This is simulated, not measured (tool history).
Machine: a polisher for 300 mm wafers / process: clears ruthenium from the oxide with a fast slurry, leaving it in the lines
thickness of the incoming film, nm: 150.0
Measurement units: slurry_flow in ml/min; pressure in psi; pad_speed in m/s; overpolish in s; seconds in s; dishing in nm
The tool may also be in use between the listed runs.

run 1 hour=0.0 | slurry_flow=125 pressure=3.1 pad_speed=0.94 slurry_solids=1.0 overpolish=19 | seconds=38.935 dishing=64.738
run 2 hour=3.4 | slurry_flow=125 pressure=2.8 pad_speed=0.94 slurry_solids=1.0 overpolish=17 | seconds=42.345 dishing=51.762
run 3 hour=6.2 | slurry_flow=120 pressure=2.6 pad_speed=0.94 slurry_solids=1.0 overpolish=16 | seconds=46.852 dishing=46.190
run 4 hour=13.7 | slurry_flow=120 pressure=2.6 pad_speed=0.94 slurry_solids=1.1 overpolish=16 | seconds=46.006 dishing=48.849
-- hour=17.3 head pressure recalibrated
run 5 hour=17.3 | slurry_flow=120 pressure=2.6 pad_speed=0.94 slurry_solids=1.3 overpolish=16 | seconds=46.829 dishing=48.551
run 6 hour=24.8 | slurry_flow=120 pressure=2.6 pad_speed=0.94 slurry_solids=1.3 overpolish=13 | seconds=45.944 dishing=40.379
run 7 hour=27.2 | slurry_flow=115 pressure=2.5 pad_speed=0.94 slurry_solids=1.3 overpolish=13 | seconds=48.572 dishing=38.536
run 8 hour=32.9 | slurry_flow=110 pressure=2.4 pad_speed=0.94 slurry_solids=1.3 overpolish=13 | seconds=51.066 dishing=35.741

Run 9, settings as shown, results not yet in. Your forecast:
run 9 hour=38.9 | slurry_flow=105 pressure=2.4 pad_speed=0.94 slurry_solids=1.3 overpolish=13 | seconds=? dishing=?

Run 9 produced seconds 52.898 s, dishing 36.579 nm.
